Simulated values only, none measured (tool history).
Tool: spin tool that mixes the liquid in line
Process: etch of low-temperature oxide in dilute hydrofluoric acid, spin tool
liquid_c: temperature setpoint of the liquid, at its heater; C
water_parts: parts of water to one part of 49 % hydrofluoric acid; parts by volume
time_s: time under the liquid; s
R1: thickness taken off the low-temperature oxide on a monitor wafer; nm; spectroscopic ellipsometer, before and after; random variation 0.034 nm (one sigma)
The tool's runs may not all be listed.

Run 1, hour 0: liquid_c 24 C, water_parts 215 parts by volume, time_s 125 s. Result: R1 11.738 nm.
Run 2, hour 7: liquid_c 23 C, water_parts 215 parts by volume, time_s 125 s. Result: R1 11.29 nm.
Run 3, hour 11.1: liquid_c 22 C, water_parts 215 parts by volume, time_s 125 s. Result: R1 10.767 nm.
Run 4, hour 16.6: liquid_c 21.5 C, water_parts 215 parts by volume, time_s 125 s. Result: R1 10.661 nm.
Run 5, hour 20.4: liquid_c 21.5 C, water_parts 155 parts by volume, time_s 125 s. Result: R1 15.489 nm.
Run 6, hour 28.6: liquid_c 21 C, water_parts 165 parts by volume, time_s 125 s. Result: R1 14.227 nm.

Forecast run 7:
Run 7, hour 33.7: liquid_c 20.5 C, water_parts 175 parts by volume, time_s 125 s. Result: R1 ?.

{"run 7": {"R1": 13.087}}

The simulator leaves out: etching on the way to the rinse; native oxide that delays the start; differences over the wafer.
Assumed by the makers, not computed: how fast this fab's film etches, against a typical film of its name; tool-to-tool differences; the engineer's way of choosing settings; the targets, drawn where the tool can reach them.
